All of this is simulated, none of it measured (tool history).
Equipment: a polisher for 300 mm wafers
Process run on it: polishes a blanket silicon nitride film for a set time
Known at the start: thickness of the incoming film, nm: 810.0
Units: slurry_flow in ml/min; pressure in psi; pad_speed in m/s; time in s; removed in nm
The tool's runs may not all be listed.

| run | day | slurry_flow | pressure | pad_speed | time | removed |
|---|---|---|---|---|---|---|
| 1 | 0.000 | 190 | 2.5 | 1.06 | 41 | 43.910 |
| 2 | 0.058 | 190 | 2.5 | 0.88 | 41 | 39.877 |
| 3 | 0.096 | 190 | 2.7 | 0.88 | 41 | 41.484 |
| 4 | 0.146 | 190 | 2.9 | 0.90 | 41 | 45.604 |
| 5 | 0.338 | 190 | 2.9 | 1.00 | 41 | 47.852 |
| 6 | 0.483 | 190 | 3.0 | 1.00 | 41 | 48.533 |

Run 7 has not been measured yet. What should we expect?
| 7 | 0.633 | 190 | 3.1 | 1.00 | 41 | ? |

{"run 7": {"removed": 50.132}}
